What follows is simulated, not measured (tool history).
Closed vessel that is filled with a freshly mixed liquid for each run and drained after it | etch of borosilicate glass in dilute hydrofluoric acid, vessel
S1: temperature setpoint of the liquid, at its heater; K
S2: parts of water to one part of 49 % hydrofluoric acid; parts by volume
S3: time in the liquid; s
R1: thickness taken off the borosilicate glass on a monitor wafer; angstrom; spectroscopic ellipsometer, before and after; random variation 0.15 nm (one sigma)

Run 1, day 0.000: S1 297.15 K, S2 275 parts by volume, S3 630 s. Result: R1 551.78 angstrom.
Run 2, day 0.192: S1 295.65 K, S2 290 parts by volume, S3 630 s. Result: R1 491.30 angstrom.
Run 3, day 0.312: S1 295.65 K, S2 290 parts by volume, S3 630 s. Result: R1 490.16 angstrom.
Run 4, day 0.379: S1 295.65 K, S2 290 parts by volume, S3 630 s. Result: R1 486.40 angstrom.
Run 5, day 0.525: S1 295.65 K, S2 290 parts by volume, S3 680 s. Result: R1 526.72 angstrom.
Run 6, day 0.729: S1 294.65 K, S2 305 parts by volume, S3 680 s. Result: R1 477.92 angstrom.
At day 0.879: thermometer replaced.
Run 7, day 0.879: S1 290.65 K, S2 385 parts by volume, S3 680 s. Result: R1 282.05 angstrom.
Run 8, day 0.967: S1 291.15 K, S2 385 parts by volume, S3 680 s. Result: R1 290.02 angstrom.

Expected results for the next run?
Run 9, day 1.108: S1 291.65 K, S2 385 parts by volume, S3 680 s. Result: R1 ?.

Run 9 gave R1 294.54 angstrom.

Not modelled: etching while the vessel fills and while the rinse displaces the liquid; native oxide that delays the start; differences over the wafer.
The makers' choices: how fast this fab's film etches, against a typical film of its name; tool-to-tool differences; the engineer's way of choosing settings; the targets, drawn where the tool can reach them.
